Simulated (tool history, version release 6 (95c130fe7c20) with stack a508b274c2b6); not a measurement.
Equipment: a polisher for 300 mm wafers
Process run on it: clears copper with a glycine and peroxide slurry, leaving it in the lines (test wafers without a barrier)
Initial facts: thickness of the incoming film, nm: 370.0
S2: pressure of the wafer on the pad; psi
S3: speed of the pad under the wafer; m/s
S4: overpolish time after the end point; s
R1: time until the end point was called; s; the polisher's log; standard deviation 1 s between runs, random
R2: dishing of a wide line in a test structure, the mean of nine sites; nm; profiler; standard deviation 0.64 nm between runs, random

{"run": 1, "hour": 0.0, "flow of slurry (ml/min)": 290, "S2": 2.7, "S3": 0.98, "S4": 24, "R1": 82.265, "R2": 72.079}
{"run": 2, "hour": 6.5, "flow of slurry (ml/min)": 290, "S2": 2.4, "S3": 0.98, "S4": 24, "R1": 87.517, "R2": 67.256}
{"run": 3, "hour": 9.5, "flow of slurry (ml/min)": 290, "S2": 2.4, "S3": 0.88, "S4": 24, "R1": 93.712, "R2": 63.731}
{"run": 4, "hour": 18.2, "flow of slurry (ml/min)": 305, "S2": 2.2, "S3": 0.96, "S4": 22, "R1": 90.937, "R2": 60.423}
{"run": 5, "hour": 25.3, "flow of slurry (ml/min)": 255, "S2": 2.2, "S3": 0.96, "S4": 22, "R1": 93.327, "R2": 59.028}
{"run": 6, "hour": 29.8, "flow of slurry (ml/min)": 255, "S2": 1.9, "S3": 0.96, "S4": 22, "R1": 99.151, "R2": 58.281}
{"run": 7, "hour": 33.2, "flow of slurry (ml/min)": 280, "S2": 2.2, "S3": 0.92, "S4": 20, "R1": 93.541, "R2": 54.95}
{"run": 8, "hour": 36.9, "flow of slurry (ml/min)": 305, "S2": 2.4, "S3": 0.88, "S4": 18, "R1": 91.744, "R2": 50.402}
{"run": 9, "hour": 44.2, "flow of slurry (ml/min)": 325, "S2": 2.6, "S3": 0.84, "S4": 16, "R1": 94.554, "R2": 44.322}
{"run": 10, "hour": 50.3, "flow of slurry (ml/min)": 340, "S2": 2.8, "S3": 0.84, "S4": 15, "R1": 90.308, "R2": 43.868}
{"run": 11, "hour": 55.2, "flow of slurry (ml/min)": 355, "S2": 3.0, "S3": 0.84, "S4": 14, "R1": 84.09, "R2": 42.61}

For run 12, what comes out?
{"run": 12, "hour": 56.2, "flow of slurry (ml/min)": 370, "S2": 3.2, "S3": 0.82, "S4": 13, "R1": "?", "R2": "?"}

Run 12 came out at R1 86.746 s, R2 42.000 nm.

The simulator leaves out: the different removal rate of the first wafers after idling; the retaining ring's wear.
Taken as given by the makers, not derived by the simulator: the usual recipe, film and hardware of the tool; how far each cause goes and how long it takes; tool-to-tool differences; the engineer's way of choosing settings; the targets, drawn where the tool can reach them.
